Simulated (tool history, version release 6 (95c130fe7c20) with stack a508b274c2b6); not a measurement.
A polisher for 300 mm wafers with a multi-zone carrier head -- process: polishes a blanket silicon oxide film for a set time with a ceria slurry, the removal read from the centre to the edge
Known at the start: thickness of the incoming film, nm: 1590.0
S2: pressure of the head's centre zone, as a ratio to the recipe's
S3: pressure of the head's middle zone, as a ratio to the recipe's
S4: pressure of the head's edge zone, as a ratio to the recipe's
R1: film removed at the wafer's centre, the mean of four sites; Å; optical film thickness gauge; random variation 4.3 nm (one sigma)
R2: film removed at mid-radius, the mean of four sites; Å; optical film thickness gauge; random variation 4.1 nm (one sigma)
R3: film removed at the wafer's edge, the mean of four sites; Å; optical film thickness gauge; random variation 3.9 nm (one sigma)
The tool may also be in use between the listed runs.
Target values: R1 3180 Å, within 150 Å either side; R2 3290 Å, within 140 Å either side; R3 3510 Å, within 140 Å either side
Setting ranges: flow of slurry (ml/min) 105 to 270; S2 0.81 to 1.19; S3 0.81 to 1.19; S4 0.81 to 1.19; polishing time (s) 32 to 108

{"run": 1, "hour": 0.0, "flow of slurry (ml/min)": 175, "S2": 1, "S3": 1, "S4": 1, "polishing time (s)": 70, "R1": 5257, "R2": 5292.1, "R3": 5176.6}
{"run": 2, "hour": 3.6, "flow of slurry (ml/min)": 175, "S2": 1.03, "S3": 1, "S4": 1, "polishing time (s)": 70, "R1": 5531.7, "R2": 5398.5, "R3": 5179.4}
{"run": 3, "hour": 8.3, "flow of slurry (ml/min)": 170, "S2": 0.99, "S3": 0.97, "S4": 0.97, "polishing time (s)": 63, "R1": 4684.2, "R2": 4669.8, "R3": 4629.4}
{"run": 4, "hour": 10.5, "flow of slurry (ml/min)": 170, "S2": 1.05, "S3": 0.97, "S4": 0.97, "polishing time (s)": 63, "R1": 4917.5, "R2": 4723, "R3": 4662.3}
{"run": 5, "hour": 11.9, "flow of slurry (ml/min)": 170, "S2": 0.98, "S3": 0.97, "S4": 0.97, "polishing time (s)": 63, "R1": 4640.5, "R2": 4798.7, "R3": 4624.2}
{"run": 6, "hour": 16.1, "flow of slurry (ml/min)": 160, "S2": 0.97, "S3": 0.93, "S4": 0.98, "polishing time (s)": 57, "R1": 4124.5, "R2": 4090.7, "R3": 4181.4}
{"run": 7, "hour": 24.6, "flow of slurry (ml/min)": 150, "S2": 0.94, "S3": 0.91, "S4": 0.97, "polishing time (s)": 54, "R1": 3722, "R2": 3778.7, "R3": 3970.4}
{"run": 8, "hour": 27.9, "flow of slurry (ml/min)": 145, "S2": 0.93, "S3": 0.9, "S4": 0.95, "polishing time (s)": 52, "R1": 3594.4, "R2": 3582.7, "R3": 3758.6}
{"run": 9, "hour": 30.7, "flow of slurry (ml/min)": 125, "S2": 0.84, "S3": 0.87, "S4": 0.92, "polishing time (s)": 49, "R1": 2967.6, "R2": 3299.7, "R3": 3453.1}
{"run": 10, "hour": 38.1, "flow of slurry (ml/min)": 130, "S2": 0.85, "S3": 0.87, "S4": 0.92, "polishing time (s)": 49, "R1": 3004.1, "R2": 3220.8, "R3": 3427.5}

Of the 5 settings listed for the next run, only one would bring every result within its allowed miss of target. Which one?
{"run": "A", "hour": 45.5, "flow of slurry (ml/min)": 120, "S2": 0.84, "S3": 0.88, "S4": 0.88, "polishing time (s)": 47, "R1": "?", "R2": "?", "R3": "?"}
{"run": "B", "hour": 45.5, "flow of slurry (ml/min)": 115, "S2": 0.89, "S3": 0.86, "S4": 0.84, "polishing time (s)": 47, "R1": "?", "R2": "?", "R3": "?"}
{"run": "C", "hour": 45.5, "flow of slurry (ml/min)": 120, "S2": 0.81, "S3": 0.88, "S4": 0.95, "polishing time (s)": 50, "R1": "?", "R2": "?", "R3": "?"}
{"run": "D", "hour": 45.5, "flow of slurry (ml/min)": 160, "S2": 0.88, "S3": 0.85, "S4": 0.93, "polishing time (s)": 49, "R1": "?", "R2": "?", "R3": "?"}
{"run": "E", "hour": 45.5, "flow of slurry (ml/min)": 105, "S2": 0.84, "S3": 0.93, "S4": 0.92, "polishing time (s)": 47, "R1": "?", "R2": "?", "R3": "?"}

move=A R1=2864.1 R2=3182.4 R3=3187.6
move=B R1=3020.7 R2=3108.3 R3=3112.7
move=C R1=2937.1 R2=3385.7 R3=3513.1
move=D R1=3233.8 R2=3319.5 R3=3483.1
move=E R1=2821.1 R2=3286.3 R3=3219.5
A: misses by more than the last run did
B: misses by more than the last run did
C: misses by more than the last run did
D: in spec on every target
E: misses by more than the last run did
Go with D: it meets all targets.
